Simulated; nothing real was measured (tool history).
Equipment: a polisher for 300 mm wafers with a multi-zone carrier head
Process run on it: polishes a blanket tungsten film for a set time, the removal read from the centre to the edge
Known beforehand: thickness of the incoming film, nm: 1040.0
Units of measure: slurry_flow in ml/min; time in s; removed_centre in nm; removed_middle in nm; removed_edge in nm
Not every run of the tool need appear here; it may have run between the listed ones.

run 1 hour=0.0 | slurry_flow=215 centre_zone=1.00 middle_zone=1.00 edge_zone=1.00 slurry_solids=1.00 time=62 | removed_centre=309.54 removed_middle=312.05 removed_edge=307.30
run 2 hour=2.4 | slurry_flow=215 centre_zone=1.00 middle_zone=1.00 edge_zone=0.91 slurry_solids=1.00 time=62 | removed_centre=309.23 removed_middle=306.53 removed_edge=290.07
run 3 hour=3.9 | slurry_flow=205 centre_zone=0.97 middle_zone=0.96 edge_zone=0.90 slurry_solids=0.90 time=59 | removed_centre=276.79 removed_middle=272.33 removed_edge=271.31
run 4 hour=5.8 | slurry_flow=205 centre_zone=0.97 middle_zone=0.96 edge_zone=0.90 slurry_solids=0.90 time=66 | removed_centre=310.29 removed_middle=303.97 removed_edge=300.05
run 5 hour=7.6 | slurry_flow=205 centre_zone=0.97 middle_zone=0.96 edge_zone=0.94 slurry_solids=0.90 time=66 | removed_centre=310.59 removed_middle=302.50 removed_edge=305.00
run 6 hour=9.2 | slurry_flow=205 centre_zone=0.97 middle_zone=0.96 edge_zone=0.88 slurry_solids=0.90 time=66 | removed_centre=308.47 removed_middle=305.67 removed_edge=297.45
run 7 hour=10.7 | slurry_flow=200 centre_zone=0.95 middle_zone=0.94 edge_zone=0.87 slurry_solids=0.80 time=61 | removed_centre=276.35 removed_middle=270.91 removed_edge=263.13
run 8 hour=16.4 | slurry_flow=145 centre_zone=0.85 middle_zone=0.84 edge_zone=0.97 slurry_solids=0.55 time=43 | removed_centre=148.54 removed_middle=144.85 removed_edge=172.45

Run 9 comes next. What will it give?
run 9 hour=22.3 | slurry_flow=165 centre_zone=0.86 middle_zone=0.85 edge_zone=0.97 slurry_solids=0.55 time=43 | removed_centre=? removed_middle=? removed_edge=?

removed_centre: 150.47 nm
removed_middle: 156.73 nm
removed_edge: 176.10 nm
